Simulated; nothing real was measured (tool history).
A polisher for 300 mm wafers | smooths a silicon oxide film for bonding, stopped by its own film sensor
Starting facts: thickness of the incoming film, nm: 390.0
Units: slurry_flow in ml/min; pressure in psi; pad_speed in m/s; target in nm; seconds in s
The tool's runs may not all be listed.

run  hour  slurry_flow  pressure  pad_speed  slurry_solids  target  seconds
  1     0          265       2.7       0.84              1     355   46.576
  2   2.5          265       2.5       0.84              1     355   52.031
  3   3.1          265       2.4       0.84              1     355   54.552
  4   9.8          265       2.3       0.84              1     355   56.149
  5  18.6          265       2.8       0.84              1     355   46.591
  6  21.4          265       2.6       0.84              1     355    48.98

Expected results for the next run?
  7  27.4          265       2.4       0.84              1     355        ?

Run 7 yielded seconds 53.478 s.

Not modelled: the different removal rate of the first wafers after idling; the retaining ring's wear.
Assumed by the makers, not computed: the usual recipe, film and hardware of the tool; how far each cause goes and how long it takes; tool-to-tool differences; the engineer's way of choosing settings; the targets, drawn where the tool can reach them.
